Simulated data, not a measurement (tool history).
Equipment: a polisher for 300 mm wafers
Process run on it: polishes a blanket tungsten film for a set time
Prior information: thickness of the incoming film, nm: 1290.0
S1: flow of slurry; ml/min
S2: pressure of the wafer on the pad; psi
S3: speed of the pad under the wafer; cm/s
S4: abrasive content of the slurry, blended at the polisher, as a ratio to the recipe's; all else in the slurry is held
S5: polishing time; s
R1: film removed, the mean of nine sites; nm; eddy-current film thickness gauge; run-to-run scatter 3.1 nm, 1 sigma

Run 1, hour 0.0: S1 225 ml/min, S2 4.9 psi, S3 110 cm/s, S4 1.00, S5 58 s. Result: R1 376.71 nm.
Run 2, hour 2.2: S1 225 ml/min, S2 5.7 psi, S3 110 cm/s, S4 1.00, S5 58 s. Result: R1 440.52 nm.
Run 3, hour 8.9: S1 225 ml/min, S2 5.1 psi, S3 110 cm/s, S4 1.00, S5 58 s. Result: R1 392.34 nm.
Run 4, hour 13.8: S1 225 ml/min, S2 4.7 psi, S3 110 cm/s, S4 1.00, S5 58 s. Result: R1 352.77 nm.
Run 5, hour 18.2: S1 200 ml/min, S2 4.7 psi, S3 110 cm/s, S4 1.00, S5 58 s. Result: R1 350.22 nm.
Run 6, hour 23.0: S1 200 ml/min, S2 4.7 psi, S3 110 cm/s, S4 1.15, S5 58 s. Result: R1 362.99 nm.
Run 7, hour 31.6: S1 195 ml/min, S2 4.5 psi, S3 110 cm/s, S4 1.15, S5 58 s. Result: R1 345.40 nm.
Run 8, hour 37.8: S1 190 ml/min, S2 4.3 psi, S3 110 cm/s, S4 1.15, S5 58 s. Result: R1 334.16 nm.

Forecast run 9:
Run 9, hour 42.2: S1 190 ml/min, S2 4.2 psi, S3 110 cm/s, S4 1.15, S5 58 s. Result: R1 ?.

R1: 325.12 nm

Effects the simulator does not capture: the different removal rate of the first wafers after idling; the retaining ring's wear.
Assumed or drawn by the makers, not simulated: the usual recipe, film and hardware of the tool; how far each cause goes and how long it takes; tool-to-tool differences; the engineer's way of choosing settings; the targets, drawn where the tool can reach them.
